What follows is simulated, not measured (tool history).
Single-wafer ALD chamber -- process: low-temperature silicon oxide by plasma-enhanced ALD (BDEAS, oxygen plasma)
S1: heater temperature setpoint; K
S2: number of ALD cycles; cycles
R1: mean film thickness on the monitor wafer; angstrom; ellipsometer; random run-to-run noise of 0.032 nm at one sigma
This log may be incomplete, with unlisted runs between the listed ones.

Run 1, hour 0: S1 388.15 K, S2 57 cycles. Result: R1 68.752 angstrom.
Run 2, hour 3: S1 388.15 K, S2 51 cycles. Result: R1 61.13 angstrom.
Run 3, hour 8.4: S1 388.15 K, S2 45 cycles. Result: R1 54.358 angstrom.
Run 4, hour 10.1: S1 398.15 K, S2 45 cycles. Result: R1 53.399 angstrom.
Run 5, hour 13: S1 398.15 K, S2 50 cycles. Result: R1 59.409 angstrom.
Run 6, hour 14.4: S1 398.15 K, S2 53 cycles. Result: R1 62.184 angstrom.
Run 7, hour 22: S1 397.15 K, S2 56 cycles. Result: R1 66.485 angstrom.
Run 8, hour 27.9: S1 397.15 K, S2 58 cycles. Result: R1 69.268 angstrom.
Run 9, hour 35.4: S1 397.15 K, S2 59 cycles. Result: R1 69.696 angstrom.

Run 10 has not been measured yet. What should we expect?
Run 10, hour 38.6: S1 396.15 K, S2 60 cycles. Result: R1 ?.

{"run 10": {"R1": 70.704}}
